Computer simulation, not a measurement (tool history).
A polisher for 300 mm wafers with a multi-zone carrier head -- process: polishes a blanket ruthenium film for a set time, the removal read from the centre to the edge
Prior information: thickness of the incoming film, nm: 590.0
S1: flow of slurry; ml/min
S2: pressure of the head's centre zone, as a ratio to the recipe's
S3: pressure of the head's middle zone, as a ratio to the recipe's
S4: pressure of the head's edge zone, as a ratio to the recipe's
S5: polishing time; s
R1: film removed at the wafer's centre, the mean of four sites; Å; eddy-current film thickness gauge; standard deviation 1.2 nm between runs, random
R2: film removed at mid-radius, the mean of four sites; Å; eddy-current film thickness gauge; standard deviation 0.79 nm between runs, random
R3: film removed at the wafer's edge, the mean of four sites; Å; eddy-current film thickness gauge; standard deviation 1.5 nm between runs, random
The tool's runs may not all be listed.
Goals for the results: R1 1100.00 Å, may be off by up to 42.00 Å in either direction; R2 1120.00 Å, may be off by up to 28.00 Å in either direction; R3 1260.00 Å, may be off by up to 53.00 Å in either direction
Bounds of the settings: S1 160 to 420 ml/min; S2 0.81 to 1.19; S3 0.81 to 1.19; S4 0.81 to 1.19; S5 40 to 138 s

run  hour   S1    S2    S3    S4   S5       R1       R2       R3
  1   0.0  270  1.00  1.00  1.00   88   847.62   890.24   866.17
  2   5.2  270  1.00  1.00  1.00   68   649.52   687.75   676.05
  3  10.3  270  1.08  1.00  1.00   68   712.50   684.45   674.06
  4  18.0  210  1.08  1.00  1.00   68   697.25   670.96   658.45
  5  23.6  235  1.05  0.99  1.05   80   782.87   796.15   832.28
  6  25.7  245  1.08  1.01  1.09   85   877.85   860.86   875.13
  7  31.8  240  1.07  1.00  1.11   92   919.66   912.65   943.56
  8  37.9  235  1.06  0.99  1.13   98   992.03   974.25  1044.00
  9  45.8  235  1.05  0.99  1.15  101  1020.70  1000.70  1078.50
 10  47.7  235  1.03  0.99  1.16  104  1016.40  1032.30  1118.80
 11  52.8  240  1.02  0.98  1.17  106  1041.70  1043.90  1153.20
 12  54.7  240  1.01  0.98  1.18  108  1044.50  1049.10  1150.50
 13  58.4  240  1.01  0.98  1.18  108  1012.90  1046.60  1166.10

5 candidate next runs follow, results not yet known. Just one meets every target within its allowed miss. Identify it.
  A  62.1  210  1.07  1.06  1.05  108   ?   ?   ?
  B  62.1  275  0.95  0.86  1.10  110   ?   ?   ?
  C  62.1  250  1.11  1.04  1.09  112   ?   ?   ?
  D  62.1  180  1.02  0.97  1.19  119   ?   ?   ?
  E  62.1  255  0.96  1.17  1.05  103   ?   ?   ?

move       R1       R2       R3
   A  1092.10  1126.20  1076.80
   B  1015.60   989.72  1148.70
   C  1199.00  1169.80  1153.50
   D  1123.40  1130.90  1249.60
   E   955.55  1193.30  1040.90
A: the worst result of the last run now meets its target, but another is out of spec
B: moves away from the targets compared with the last run
C: pushes the last run's worst result past its target
D: all results in spec
E: pushes the last run's worst result past its target
D meets every target.
